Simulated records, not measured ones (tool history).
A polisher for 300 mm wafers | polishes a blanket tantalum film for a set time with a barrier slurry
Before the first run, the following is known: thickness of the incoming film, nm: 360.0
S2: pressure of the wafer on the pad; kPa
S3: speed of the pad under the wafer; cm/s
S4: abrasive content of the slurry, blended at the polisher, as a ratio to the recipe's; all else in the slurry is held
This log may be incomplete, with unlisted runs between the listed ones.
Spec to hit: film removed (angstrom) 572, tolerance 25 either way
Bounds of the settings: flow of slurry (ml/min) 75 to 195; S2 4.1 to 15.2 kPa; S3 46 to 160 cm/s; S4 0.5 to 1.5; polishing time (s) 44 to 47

Run 1, hour 0: flow of slurry (ml/min) 125, S2 9.7 kPa, S3 102 cm/s, S4 1, polishing time (s) 44. Result: film removed (angstrom) 457.14.
Run 2, hour 1: flow of slurry (ml/min) 125, S2 9.7 kPa, S3 90 cm/s, S4 1, polishing time (s) 44. Result: film removed (angstrom) 421.14.
Run 3, hour 8.2: flow of slurry (ml/min) 145, S2 9.7 kPa, S3 90 cm/s, S4 1, polishing time (s) 44. Result: film removed (angstrom) 429.77.
Run 4, hour 10.9: flow of slurry (ml/min) 145, S2 9.7 kPa, S3 90 cm/s, S4 1, polishing time (s) 44. Result: film removed (angstrom) 434.95.
Run 5, hour 19.6: flow of slurry (ml/min) 130, S2 9.7 kPa, S3 90 cm/s, S4 1, polishing time (s) 44. Result: film removed (angstrom) 426.73.
Run 6, hour 21.5: flow of slurry (ml/min) 130, S2 9.7 kPa, S3 64 cm/s, S4 1, polishing time (s) 44. Result: film removed (angstrom) 343.95.
Run 7, hour 29.7: flow of slurry (ml/min) 135, S2 11 kPa, S3 66 cm/s, S4 1, polishing time (s) 44. Result: film removed (angstrom) 404.14.
Run 8, hour 36.6: flow of slurry (ml/min) 150, S2 13.8 kPa, S3 68 cm/s, S4 1, polishing time (s) 44. Result: film removed (angstrom) 514.34.
Run 9, hour 38.7: flow of slurry (ml/min) 150, S2 14.5 kPa, S3 68 cm/s, S4 1, polishing time (s) 44. Result: film removed (angstrom) 534.16.

Which single option among these 4 for the next run brings every result within its allowed miss of target? Just one does.
Run A, hour 40.8: flow of slurry (ml/min) 155, S2 14.5 kPa, S3 70 cm/s, S4 1, polishing time (s) 46. Result: film removed (angstrom) ?.
Run B, hour 40.8: flow of slurry (ml/min) 180, S2 13.1 kPa, S3 56 cm/s, S4 1.25, polishing time (s) 46. Result: film removed (angstrom) ?.
Run C, hour 40.8: flow of slurry (ml/min) 150, S2 15.2 kPa, S3 52 cm/s, S4 1.15, polishing time (s) 46. Result: film removed (angstrom) ?.
Run D, hour 40.8: flow of slurry (ml/min) 155, S2 14.5 kPa, S3 60 cm/s, S4 1, polishing time (s) 46. Result: film removed (angstrom) ?.

move  film removed (angstrom)
   A                   565.45
   B                   492.01
   C                    517.4
   D                   517.93
A: in spec on every target
B: misses by more than the last run did
C: misses by more than the last run did
D: misses by more than the last run did
So the answer is move A, the one that meets all the targets.

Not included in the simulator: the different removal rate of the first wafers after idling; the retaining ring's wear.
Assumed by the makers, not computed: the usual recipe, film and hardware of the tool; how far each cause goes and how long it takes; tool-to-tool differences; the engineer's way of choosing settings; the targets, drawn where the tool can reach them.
